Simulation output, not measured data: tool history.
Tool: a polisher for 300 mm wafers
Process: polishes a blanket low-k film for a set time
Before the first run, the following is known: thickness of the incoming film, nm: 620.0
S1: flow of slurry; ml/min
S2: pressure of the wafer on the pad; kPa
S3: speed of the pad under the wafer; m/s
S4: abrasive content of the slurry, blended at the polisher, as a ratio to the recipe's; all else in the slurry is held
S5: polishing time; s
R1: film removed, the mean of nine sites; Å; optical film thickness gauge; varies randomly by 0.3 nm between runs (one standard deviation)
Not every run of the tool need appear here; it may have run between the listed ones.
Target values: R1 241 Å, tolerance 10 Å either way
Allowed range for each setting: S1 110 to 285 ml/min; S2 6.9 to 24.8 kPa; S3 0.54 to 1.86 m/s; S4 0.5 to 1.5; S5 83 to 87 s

run	day	S1	S2	S3	S4	S5	R1
1	0	180	15.9	1.18	1	83	482.56
2	0.354	180	15.9	1.18	1.2	83	529.66
3	0.621	180	13.8	1.18	1.2	83	460.74
4	0.862	215	13.8	1.18	1.2	83	464.59
5	0.946	215	13.8	1.18	1.05	83	435.63
6	1.062	215	11.7	1.12	1.05	83	358.09
7	1.342	215	10.3	1.1	1.05	83	319.98
8	1.608	215	10.3	1.1	1.05	83	317.02
9	1.704	215	9.7	1.1	1.05	83	289.67
10	1.929	210	9	1.1	1.05	83	273.36
11	2.121	200	9	1.1	1.05	83	278.63
12	2.383	200	9	1.1	1.05	83	276.38
13	2.446	195	8.3	1.1	1.05	83	253.37
14	2.796	190	8.3	1.1	1.05	83	251.48
15	2.917	190	8.3	1.1	1.05	83	250.9
16	3.196	185	8.3	1.1	1.05	83	249.26
17	3.408	180	8.3	1.1	1.05	83	252.43
18	3.492	175	8.3	1.1	1.05	83	251.82

4 next moves are on the table. One of them brings every result within its allowed miss. Which?
A	3.575	185	6.9	1.16	1.25	83	?
B	3.575	190	6.9	1.08	1.1	83	?
C	3.575	115	10.3	1.1	0.8	87	?
D	3.575	180	9	1.04	1	86	?

move	R1
A	241.97
B	216.79
C	275.97
D	265.68
A: each result inside its tolerance
B: takes the result that was furthest off past its target
C: further off than the last run
D: further off than the last run
So the answer is move A, the one that meets all the targets.

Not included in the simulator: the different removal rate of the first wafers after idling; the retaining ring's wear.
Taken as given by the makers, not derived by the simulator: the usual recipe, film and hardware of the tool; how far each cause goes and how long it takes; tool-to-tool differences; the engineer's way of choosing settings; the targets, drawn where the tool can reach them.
